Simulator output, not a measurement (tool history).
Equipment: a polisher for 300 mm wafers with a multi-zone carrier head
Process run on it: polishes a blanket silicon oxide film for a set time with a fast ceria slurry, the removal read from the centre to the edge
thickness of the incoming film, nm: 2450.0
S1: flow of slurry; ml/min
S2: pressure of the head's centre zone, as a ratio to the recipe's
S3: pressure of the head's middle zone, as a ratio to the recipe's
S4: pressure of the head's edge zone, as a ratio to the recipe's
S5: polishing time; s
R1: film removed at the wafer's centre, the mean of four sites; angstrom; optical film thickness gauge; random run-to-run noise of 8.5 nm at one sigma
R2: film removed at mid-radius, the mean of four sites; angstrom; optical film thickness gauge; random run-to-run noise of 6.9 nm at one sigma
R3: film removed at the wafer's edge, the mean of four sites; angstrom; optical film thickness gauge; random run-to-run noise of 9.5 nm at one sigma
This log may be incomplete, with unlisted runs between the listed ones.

run 1 hour=0.0 | S1=255 S2=1.00 S3=1.00 S4=1.00 S5=47 | R1=6436.8 R2=6407.2 R3=6645.1
run 2 hour=3.7 | S1=255 S2=1.00 S3=1.00 S4=1.03 S5=47 | R1=6469.0 R2=6469.1 R3=6713.9
run 3 hour=11.9 | S1=255 S2=1.00 S3=1.00 S4=1.05 S5=48 | R1=6599.4 R2=6590.3 R3=6919.0
run 4 hour=15.4 | S1=255 S2=1.00 S3=1.00 S4=1.05 S5=52 | R1=7201.4 R2=7155.9 R3=7351.7
run 5 hour=18.6 | S1=255 S2=1.00 S3=1.05 S4=1.05 S5=52 | R1=7069.1 R2=7323.8 R3=7558.1
run 6 hour=26.4 | S1=255 S2=1.04 S3=1.05 S4=1.05 S5=52 | R1=7584.2 R2=7547.5 R3=7440.5
run 7 hour=33.5 | S1=260 S2=1.03 S3=1.05 S4=1.07 S5=52 | R1=7311.0 R2=7568.2 R3=7664.1

Estimate the outcome of run 8 from the log above:
run 8 hour=40.7 | S1=265 S2=1.04 S3=1.05 S4=1.08 S5=52 | R1=? R2=? R3=?

R1: 7335.4 angstrom
R2: 7549.8 angstrom
R3: 7670.9 angstrom

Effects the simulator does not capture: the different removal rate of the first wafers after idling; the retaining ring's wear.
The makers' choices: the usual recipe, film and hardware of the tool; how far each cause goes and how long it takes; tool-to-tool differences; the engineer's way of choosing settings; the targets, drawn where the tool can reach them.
